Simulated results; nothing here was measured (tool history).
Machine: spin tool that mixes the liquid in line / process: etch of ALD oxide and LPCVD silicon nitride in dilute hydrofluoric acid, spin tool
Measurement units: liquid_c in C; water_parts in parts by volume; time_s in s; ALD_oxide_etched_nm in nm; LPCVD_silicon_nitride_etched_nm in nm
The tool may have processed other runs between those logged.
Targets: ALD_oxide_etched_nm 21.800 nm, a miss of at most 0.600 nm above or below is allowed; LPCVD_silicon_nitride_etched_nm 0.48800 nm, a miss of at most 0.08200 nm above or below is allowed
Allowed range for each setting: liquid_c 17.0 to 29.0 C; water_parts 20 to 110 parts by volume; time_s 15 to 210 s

run	hour	liquid_c	water_parts	time_s	ALD_oxide_etched_nm	LPCVD_silicon_nitride_etched_nm
1	0.0	21.0	60	105	42.789	0.82556
2	3.4	17.5	60	105	36.485	0.61165
3	6.6	17.5	60	125	43.482	0.74444
4	11.2	18.0	75	125	35.262	0.66791
5	17.9	18.0	75	85	23.849	0.40099
6	20.9	18.0	75	110	30.832	0.51735
7	21.6	19.0	85	110	28.167	0.51531
8	24.5	19.0	90	110	26.541	0.51128
9	25.3	19.0	95	110	25.117	0.44093

Exercise: of the 5 proposed moves below, exactly one satisfies all targets within the stated allowed misses. Which move is it?
A	26.1	27.0	105	70	?	?
B	26.1	19.0	90	85	?	?
C	26.1	17.5	90	105	?	?
D	26.1	17.0	70	70	?	?
E	26.1	26.5	105	80	?	?

move	ALD_oxide_etched_nm	LPCVD_silicon_nitride_etched_nm
A	19.460	0.46995
B	20.376	0.39009
C	23.634	0.43429
D	20.263	0.35673
E	21.816	0.52010
A: moves the result that the last run missed by most past its target, out the other side
B: moves the result that the last run missed by most past its target, out the other side
C: nearer than the last run, and not there yet
D: moves the result that the last run missed by most past its target, out the other side
E: hits every target within its allowed miss
Answer: E
